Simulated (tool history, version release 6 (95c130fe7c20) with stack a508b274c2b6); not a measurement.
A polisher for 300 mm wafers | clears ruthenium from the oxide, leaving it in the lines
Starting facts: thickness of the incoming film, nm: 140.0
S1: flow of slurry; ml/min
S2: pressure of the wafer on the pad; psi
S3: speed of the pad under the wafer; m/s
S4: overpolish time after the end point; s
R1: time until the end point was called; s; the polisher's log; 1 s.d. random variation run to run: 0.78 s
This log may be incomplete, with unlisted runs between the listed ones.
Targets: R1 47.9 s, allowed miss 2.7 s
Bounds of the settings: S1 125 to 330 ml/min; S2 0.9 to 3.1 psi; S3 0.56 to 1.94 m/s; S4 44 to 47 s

run	day	S1	S2	S3	S4	R1
1	0	210	2	1.24	44	96.437
2	0.038	210	2.2	1.28	44	81.735
3	0.146	170	2.2	1.28	44	83.892
4	0.342	170	2.4	1.3	44	78.565
5	0.671	170	2.6	1.36	44	67.846
6	0.721	170	2.3	1.36	44	76.669
7	0.754	170	2.5	1.4	44	68.385
8	0.821	170	2.6	1.44	44	65.839
9	1.029	170	2.7	1.48	44	62.133
10	1.083	170	2.8	1.52	44	58.703
11	1.442	170	2.9	1.56	44	54.934
12	1.804	170	2.9	1.58	44	53.69
13	1.979	170	2.9	1.6	44	54.843
14	2.133	170	2.9	1.62	44	51.902
15	2.392	170	3	1.64	44	50.821

Pick the move, out of 5, that brings all results within their allowed miss; only one does.
A	2.65	165	2.9	1.82	44	?
B	2.65	225	3	1.54	47	?
C	2.65	195	3	1.54	47	?
D	2.65	160	2.8	1.64	47	?
E	2.65	140	2.5	1.84	47	?

move	R1
A	48.123
B	53.463
C	54.138
D	55.125
E	55.11
A: each result inside its tolerance
B: the biggest miss grows against the last run
C: the biggest miss grows against the last run
D: the biggest miss grows against the last run
E: the biggest miss grows against the last run
Correct choice: A, which meets every target

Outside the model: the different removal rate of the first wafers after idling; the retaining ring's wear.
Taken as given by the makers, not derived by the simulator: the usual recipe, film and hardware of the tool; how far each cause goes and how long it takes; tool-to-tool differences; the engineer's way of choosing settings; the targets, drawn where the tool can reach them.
